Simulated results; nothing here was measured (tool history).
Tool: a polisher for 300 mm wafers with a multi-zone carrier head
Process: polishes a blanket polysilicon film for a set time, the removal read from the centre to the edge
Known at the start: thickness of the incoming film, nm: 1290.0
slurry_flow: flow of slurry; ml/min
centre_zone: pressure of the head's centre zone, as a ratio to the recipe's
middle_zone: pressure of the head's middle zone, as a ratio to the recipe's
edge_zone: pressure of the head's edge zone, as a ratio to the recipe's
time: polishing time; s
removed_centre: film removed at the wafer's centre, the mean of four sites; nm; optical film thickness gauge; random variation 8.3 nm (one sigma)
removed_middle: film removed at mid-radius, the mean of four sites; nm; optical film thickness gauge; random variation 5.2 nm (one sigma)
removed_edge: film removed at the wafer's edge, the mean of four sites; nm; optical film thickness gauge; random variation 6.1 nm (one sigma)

run	hour	slurry_flow	centre_zone	middle_zone	edge_zone	time	removed_centre	removed_middle	removed_edge
1	0.0	135	1.00	1.00	1.00	53	375.05	368.91	375.70
2	1.4	145	1.05	1.01	1.04	57	423.84	409.95	414.52
3	8.9	155	1.09	1.00	1.05	60	478.61	426.86	446.18
4	12.9	155	1.09	1.00	1.13	60	463.80	431.10	461.79
5	16.4	165	1.12	1.01	1.13	61	495.21	441.70	473.03
6	19.1	165	1.12	1.01	1.13	69	560.32	499.14	519.34
7	23.2	165	1.13	1.01	1.12	69	558.61	499.08	542.01
8	28.2	175	1.14	1.02	1.08	68	575.88	501.70	512.78

The next listed run, before its measurement:
9	32.8	175	1.14	1.02	1.07	68	?	?	?

{"run 9": {"removed_centre": 560.11, "removed_middle": 501.27, "removed_edge": 517.81}}

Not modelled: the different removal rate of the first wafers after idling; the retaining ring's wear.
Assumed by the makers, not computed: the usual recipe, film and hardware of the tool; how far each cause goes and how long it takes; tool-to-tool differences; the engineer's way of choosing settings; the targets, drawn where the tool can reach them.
